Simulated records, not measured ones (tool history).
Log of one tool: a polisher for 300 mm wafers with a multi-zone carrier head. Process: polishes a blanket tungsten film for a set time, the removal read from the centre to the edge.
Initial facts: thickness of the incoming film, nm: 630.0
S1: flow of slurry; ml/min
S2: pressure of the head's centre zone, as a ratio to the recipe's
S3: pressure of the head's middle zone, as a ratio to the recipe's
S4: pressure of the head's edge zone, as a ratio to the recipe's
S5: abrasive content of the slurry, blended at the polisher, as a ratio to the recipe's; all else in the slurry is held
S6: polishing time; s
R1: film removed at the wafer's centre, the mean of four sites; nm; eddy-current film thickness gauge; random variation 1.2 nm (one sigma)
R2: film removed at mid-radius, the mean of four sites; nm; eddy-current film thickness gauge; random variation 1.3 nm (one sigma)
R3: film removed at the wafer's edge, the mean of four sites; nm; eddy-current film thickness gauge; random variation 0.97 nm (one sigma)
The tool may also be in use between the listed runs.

{"run": 1, "hour": 0.0, "S1": 165, "S2": 1.0, "S3": 1.0, "S4": 1.0, "S5": 1.0, "S6": 37, "R1": 169.19, "R2": 180.69, "R3": 172.91}
{"run": 2, "hour": 1.9, "S1": 165, "S2": 1.0, "S3": 1.0, "S4": 1.0, "S5": 1.0, "S6": 29, "R1": 132.14, "R2": 137.95, "R3": 138.3}
{"run": 3, "hour": 8.7, "S1": 165, "S2": 1.0, "S3": 1.0, "S4": 1.0, "S5": 1.15, "S6": 29, "R1": 140.36, "R2": 146.22, "R3": 143.01}
{"run": 4, "hour": 10.9, "S1": 165, "S2": 1.0, "S3": 1.0, "S4": 1.0, "S5": 1.0, "S6": 29, "R1": 135.07, "R2": 140.6, "R3": 137.37}
{"run": 5, "hour": 11.8, "S1": 165, "S2": 1.0, "S3": 1.0, "S4": 1.0, "S5": 1.0, "S6": 35, "R1": 164.72, "R2": 163.17, "R3": 162.5}
{"run": 6, "hour": 13.9, "S1": 165, "S2": 1.0, "S3": 1.0, "S4": 1.0, "S5": 1.0, "S6": 27, "R1": 126.73, "R2": 129.66, "R3": 125.79}
{"run": 7, "hour": 20.7, "S1": 165, "S2": 1.0, "S3": 1.0, "S4": 1.0, "S5": 1.0, "S6": 27, "R1": 124.28, "R2": 129.16, "R3": 126.81}

Run 8 has not been measured yet. What should we expect?
{"run": 8, "hour": 27.1, "S1": 165, "S2": 1.0, "S3": 1.0, "S4": 0.98, "S5": 0.9, "S6": 27, "R1": "?", "R2": "?", "R3": "?"}

R1: 121.20 nm
R2: 124.36 nm
R3: 121.91 nm
